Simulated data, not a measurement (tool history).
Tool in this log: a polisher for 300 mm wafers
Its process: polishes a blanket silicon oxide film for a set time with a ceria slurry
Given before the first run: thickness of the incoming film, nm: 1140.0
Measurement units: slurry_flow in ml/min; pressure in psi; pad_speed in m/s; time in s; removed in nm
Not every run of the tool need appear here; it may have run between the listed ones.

run    day  slurry_flow  pressure  pad_speed  time  removed
  1      0          140       2.4       1.18    70   271.14
  2  0.158          140       2.4       1.18    70   270.12
  3  0.362          135       2.3       1.18    70   255.99
  4    0.4          130       2.2       1.18    70   248.59
  5  0.558          130       2.2       0.94    70    198.2
  6  0.842          130       2.2       1.24    70   259.97
  7  0.904          125       2.1       1.24    70   245.93
  8  0.942          120         2       1.24    70   235.61

Expected results for the next run?
  9  0.971          115       1.9       1.24    70        ?

Run 9 measured removed 220.96 nm.
